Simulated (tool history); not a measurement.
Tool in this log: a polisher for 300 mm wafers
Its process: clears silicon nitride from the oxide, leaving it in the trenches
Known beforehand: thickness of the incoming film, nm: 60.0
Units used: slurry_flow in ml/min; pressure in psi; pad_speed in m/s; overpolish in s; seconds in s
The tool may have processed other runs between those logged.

run,day,slurry_flow,pressure,pad_speed,overpolish,seconds
1,0,310,1.8,0.86,7,112.87
2,0.312,310,1.8,0.86,7,112.3
3,0.575,310,1.8,0.86,6,113.48
4,0.646,275,1.8,0.86,6,113.19
5,0.817,275,1.5,0.86,6,130.08
6,1.108,275,1.1,0.86,6,155.56
7,1.479,275,1.1,0.86,6,160.5
8,1.575,275,1.3,0.86,6,142.35
9,1.725,275,1.5,0.86,6,130.26
10,1.817,275,1.7,0.86,6,117.45
11,2.017,275,2.2,0.88,6,97.719
12,2.158,285,2.3,0.88,6,94.083
13,2.279,290,2.4,0.88,6,88.4

Expected results for the next run?
14,2.35,295,2.4,0.88,6,?

seconds: 88.991 s
